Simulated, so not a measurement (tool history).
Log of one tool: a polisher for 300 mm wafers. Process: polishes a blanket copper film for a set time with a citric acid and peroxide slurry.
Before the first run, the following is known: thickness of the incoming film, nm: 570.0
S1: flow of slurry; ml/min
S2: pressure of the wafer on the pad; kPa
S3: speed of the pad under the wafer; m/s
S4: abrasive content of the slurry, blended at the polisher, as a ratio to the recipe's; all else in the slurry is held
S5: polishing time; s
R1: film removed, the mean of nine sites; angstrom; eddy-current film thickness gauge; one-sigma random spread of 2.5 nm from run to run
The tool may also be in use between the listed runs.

run 1 hour=0.0 | S1=260 S2=15.2 S3=1.20 S4=1.0 S5=91 | R1=1636.1
run 2 hour=8.4 | S1=260 S2=15.2 S3=1.00 S4=1.0 S5=91 | R1=1420.5
run 3 hour=13.1 | S1=260 S2=16.5 S3=1.00 S4=1.0 S5=91 | R1=1530.0
run 4 hour=17.1 | S1=260 S2=17.9 S3=1.00 S4=1.0 S5=91 | R1=1615.6
run 5 hour=20.8 | S1=260 S2=19.3 S3=1.02 S4=1.0 S5=91 | R1=1848.1
run 6 hour=25.3 | S1=260 S2=20.0 S3=1.02 S4=1.0 S5=91 | R1=1857.1
run 7 hour=31.6 | S1=260 S2=20.7 S3=1.02 S4=1.0 S5=91 | R1=1873.2
run 8 hour=34.8 | S1=260 S2=21.4 S3=1.04 S4=1.0 S5=91 | R1=2040.0
run 9 hour=40.4 | S1=260 S2=22.1 S3=1.04 S4=1.0 S5=91 | R1=2099.9

The next listed run, before its measurement:
run 10 hour=42.1 | S1=260 S2=22.8 S3=1.04 S4=1.0 S5=91 | R1=?

R1: 2142.1 angstrom
